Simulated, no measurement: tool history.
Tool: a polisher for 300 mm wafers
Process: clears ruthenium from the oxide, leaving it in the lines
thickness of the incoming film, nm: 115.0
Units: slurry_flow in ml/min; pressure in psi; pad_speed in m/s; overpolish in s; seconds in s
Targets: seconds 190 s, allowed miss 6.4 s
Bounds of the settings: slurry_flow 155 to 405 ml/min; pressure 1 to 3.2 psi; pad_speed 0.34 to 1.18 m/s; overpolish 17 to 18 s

run  hour  slurry_flow  pressure  pad_speed  overpolish  seconds
  1     0          260       2.1       0.76          17   97.579
  2     4          260       1.7       0.72          17   128.09
  3   9.9          260       1.7       0.72          17   125.19
  4    11          260       1.5        0.7          17   145.59
  5  11.6          260       1.5        0.7          18   147.34
  6  12.8          260       1.4        0.7          18   155.06
  7  18.2          260       1.3        0.7          18   166.78
  8  24.1          260       1.2        0.7          18   179.91
  9  26.3          255       1.1        0.7          18   195.63
 10  27.9          260       1.1        0.7          18      197
 11  36.6          260       1.2        0.7          18   177.76
 12  39.6          255       1.1        0.7          18   193.03
 13  47.4          260       1.1        0.7          18   196.01
 14  49.6          260       1.2        0.7          18   183.12
 15  51.6          260       1.1        0.7          18   197.58
 16  60.4          260       1.2        0.7          18   182.97

4 next moves are on the table. One of them brings every result within its allowed miss. Which?
  A  69.2          270       1.2       0.66          17        ?
  B  69.2          260       1.2       0.72          18        ?
  C  69.2          260       1.2       0.74          18        ?
  D  69.2          200         1       0.76          18        ?

move  seconds
   A   191.94
   B   177.19
   C   172.55
   D   206.79
A: meets every target
B: further off than the last run
C: further off than the last run
D: takes the result that was furthest off past its target
Answer: A
